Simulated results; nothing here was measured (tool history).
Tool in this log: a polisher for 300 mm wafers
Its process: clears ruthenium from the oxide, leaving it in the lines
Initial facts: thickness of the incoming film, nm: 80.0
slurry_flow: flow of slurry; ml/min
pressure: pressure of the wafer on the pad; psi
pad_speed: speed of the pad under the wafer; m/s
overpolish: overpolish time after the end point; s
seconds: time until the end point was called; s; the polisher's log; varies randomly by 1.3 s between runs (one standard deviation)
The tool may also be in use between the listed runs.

Run 1, day 0: slurry_flow 245 ml/min, pressure 1.5 psi, pad_speed 0.9 m/s, overpolish 6 s. Result: seconds 94.461 s.
Run 2, day 0.288: slurry_flow 245 ml/min, pressure 1.7 psi, pad_speed 0.9 m/s, overpolish 6 s. Result: seconds 87.611 s.
Run 3, day 0.662: slurry_flow 245 ml/min, pressure 1.8 psi, pad_speed 0.9 m/s, overpolish 6 s. Result: seconds 83.479 s.
Run 4, day 0.758: slurry_flow 245 ml/min, pressure 1.6 psi, pad_speed 0.9 m/s, overpolish 6 s. Result: seconds 90.054 s.
Run 5, day 1.008: slurry_flow 245 ml/min, pressure 1.6 psi, pad_speed 0.9 m/s, overpolish 4 s. Result: seconds 92.052 s.
Run 6, day 1.15: slurry_flow 240 ml/min, pressure 1.3 psi, pad_speed 0.88 m/s, overpolish 4 s. Result: seconds 108.65 s.

What does the tool deliver on the next run?
Run 7, day 1.417: slurry_flow 240 ml/min, pressure 1.1 psi, pad_speed 0.86 m/s, overpolish 4 s. Result: seconds ?.

{"run 7": {"seconds": 122.09}}

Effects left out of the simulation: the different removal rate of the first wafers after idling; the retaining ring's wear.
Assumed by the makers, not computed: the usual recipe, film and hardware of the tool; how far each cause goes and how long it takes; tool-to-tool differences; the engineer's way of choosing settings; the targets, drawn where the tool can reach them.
